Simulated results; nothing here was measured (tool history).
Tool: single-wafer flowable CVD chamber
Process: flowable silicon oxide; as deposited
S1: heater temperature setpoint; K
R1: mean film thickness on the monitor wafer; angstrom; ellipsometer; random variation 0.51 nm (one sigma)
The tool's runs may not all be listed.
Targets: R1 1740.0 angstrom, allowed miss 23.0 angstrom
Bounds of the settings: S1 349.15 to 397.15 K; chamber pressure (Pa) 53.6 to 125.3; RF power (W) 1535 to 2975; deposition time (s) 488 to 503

Run 1, hour 0.0: S1 373.15 K, chamber pressure (Pa) 89.5, RF power (W) 2255, deposition time (s) 488. Result: R1 2082.6 angstrom.
Run 2, hour 8.2: S1 373.15 K, chamber pressure (Pa) 89.5, RF power (W) 2455, deposition time (s) 488. Result: R1 2133.6 angstrom.
Run 3, hour 14.0: S1 374.15 K, chamber pressure (Pa) 89.5, RF power (W) 2455, deposition time (s) 488. Result: R1 2043.5 angstrom.
Run 4, hour 22.0: S1 370.15 K, chamber pressure (Pa) 89.5, RF power (W) 2455, deposition time (s) 488. Result: R1 2379.3 angstrom.
At hour 23.3: capacitance manometer re-zeroed and calibrated.
Run 5, hour 23.3: S1 370.15 K, chamber pressure (Pa) 98.3, RF power (W) 2455, deposition time (s) 488. Result: R1 2716.2 angstrom.
Run 6, hour 29.4: S1 373.15 K, chamber pressure (Pa) 98.3, RF power (W) 2455, deposition time (s) 488. Result: R1 2438.2 angstrom.
Run 7, hour 30.1: S1 373.15 K, chamber pressure (Pa) 98.3, RF power (W) 2455, deposition time (s) 488. Result: R1 2439.8 angstrom.
Run 8, hour 34.4: S1 385.15 K, chamber pressure (Pa) 98.1, RF power (W) 2455, deposition time (s) 488. Result: R1 1555.4 angstrom.
Run 9, hour 35.6: S1 384.15 K, chamber pressure (Pa) 98.1, RF power (W) 2455, deposition time (s) 488. Result: R1 1622.7 angstrom.
Run 10, hour 36.7: S1 383.15 K, chamber pressure (Pa) 98.1, RF power (W) 2455, deposition time (s) 488. Result: R1 1673.7 angstrom.

Which of these 5 next moves meets every target?
Run A, hour 37.8: S1 377.15 K, chamber pressure (Pa) 84.3, RF power (W) 2455, deposition time (s) 488. Result: R1 ?.
Run B, hour 37.8: S1 383.15 K, chamber pressure (Pa) 102.3, RF power (W) 2170, deposition time (s) 500. Result: R1 ?.
Run C, hour 37.8: S1 382.15 K, chamber pressure (Pa) 100.5, RF power (W) 2310, deposition time (s) 503. Result: R1 ?.
Run D, hour 37.8: S1 380.15 K, chamber pressure (Pa) 82.0, RF power (W) 2665, deposition time (s) 491. Result: R1 ?.
Run E, hour 37.8: S1 382.15 K, chamber pressure (Pa) 102.7, RF power (W) 2400, deposition time (s) 488. Result: R1 ?.

move      R1
   A  1806.1
   B  1738.7
   C  1810.5
   D  1600.2
   E  1807.4
A: takes the result that was furthest off past its target
B: meets every target
C: takes the result that was furthest off past its target
D: further off than the last run
E: takes the result that was furthest off past its target
Move B is the one to make.

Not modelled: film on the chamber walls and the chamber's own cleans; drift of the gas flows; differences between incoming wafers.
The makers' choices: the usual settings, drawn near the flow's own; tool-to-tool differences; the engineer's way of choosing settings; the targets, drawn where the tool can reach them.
